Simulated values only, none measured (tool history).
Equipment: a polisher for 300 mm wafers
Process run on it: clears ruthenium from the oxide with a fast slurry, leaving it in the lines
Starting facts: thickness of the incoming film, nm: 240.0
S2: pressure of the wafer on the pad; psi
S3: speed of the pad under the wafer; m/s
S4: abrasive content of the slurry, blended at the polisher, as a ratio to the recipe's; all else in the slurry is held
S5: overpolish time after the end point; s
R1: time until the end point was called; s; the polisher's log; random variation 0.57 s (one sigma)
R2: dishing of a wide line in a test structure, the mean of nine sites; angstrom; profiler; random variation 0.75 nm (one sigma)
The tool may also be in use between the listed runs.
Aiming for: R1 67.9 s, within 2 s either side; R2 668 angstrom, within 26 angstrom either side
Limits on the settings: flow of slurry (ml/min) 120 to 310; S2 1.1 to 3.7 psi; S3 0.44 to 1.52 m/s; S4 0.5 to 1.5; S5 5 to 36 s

Run 1, day 0: flow of slurry (ml/min) 200, S2 2.4 psi, S3 0.98 m/s, S4 1, S5 18 s. Result: R1 80.32 s, R2 399.26 angstrom.
Run 2, day 0.304: flow of slurry (ml/min) 195, S2 2.5 psi, S3 0.98 m/s, S4 1, S5 20 s. Result: R1 77.998 s, R2 433.19 angstrom.
Run 3, day 0.592: flow of slurry (ml/min) 195, S2 2.6 psi, S3 0.98 m/s, S4 1, S5 22 s. Result: R1 74.474 s, R2 492.03 angstrom.
Run 4, day 0.746: flow of slurry (ml/min) 200, S2 2.6 psi, S3 0.98 m/s, S4 1, S5 23 s. Result: R1 76.02 s, R2 504.96 angstrom.
Run 5, day 1.05: flow of slurry (ml/min) 200, S2 2.3 psi, S3 0.98 m/s, S4 1, S5 23 s. Result: R1 82.371 s, R2 466.93 angstrom.
Run 6, day 1.275: flow of slurry (ml/min) 200, S2 2.3 psi, S3 0.98 m/s, S4 1, S5 28 s. Result: R1 82.493 s, R2 537.8 angstrom.
Run 7, day 1.65: flow of slurry (ml/min) 205, S2 2.4 psi, S3 0.98 m/s, S4 1, S5 28 s. Result: R1 79.351 s, R2 542.85 angstrom.
Run 8, day 1.975: flow of slurry (ml/min) 210, S2 2.5 psi, S3 0.98 m/s, S4 1, S5 29 s. Result: R1 76.514 s, R2 585.26 angstrom.
Run 9, day 2.175: flow of slurry (ml/min) 215, S2 2.6 psi, S3 0.98 m/s, S4 1, S5 29 s. Result: R1 73.758 s, R2 611.09 angstrom.
Run 10, day 2.346: flow of slurry (ml/min) 220, S2 2.7 psi, S3 0.98 m/s, S4 1, S5 29 s. Result: R1 72.104 s, R2 620.52 angstrom.
Run 11, day 2.517: flow of slurry (ml/min) 220, S2 2.8 psi, S3 0.98 m/s, S4 1, S5 29 s. Result: R1 68.819 s, R2 614.43 angstrom.

Which one of the following 4 next-run settings gets every result inside its allowed miss? There is exactly one.
Run A, day 2.688: flow of slurry (ml/min) 235, S2 2.9 psi, S3 0.96 m/s, S4 1, S5 26 s. Result: R1 ?, R2 ?.
Run B, day 2.688: flow of slurry (ml/min) 215, S2 3 psi, S3 1 m/s, S4 1.05, S5 32 s. Result: R1 ?, R2 ?.
Run C, day 2.688: flow of slurry (ml/min) 235, S2 2.9 psi, S3 1.14 m/s, S4 0.85, S5 31 s. Result: R1 ?, R2 ?.
Run D, day 2.688: flow of slurry (ml/min) 185, S2 2.9 psi, S3 1.04 m/s, S4 1.1, S5 29 s. Result: R1 ?, R2 ?.

move      R1      R2
   A  67.873  597.88
   B  63.176  721.14
   C  67.992  673.75
   D   63.29  675.96
A: the biggest miss grows against the last run
B: carries the result that was furthest off beyond its target, to the other side
C: meets every target
D: meets the target for the result that was furthest off, but another lies outside its allowed miss
C meets every target.
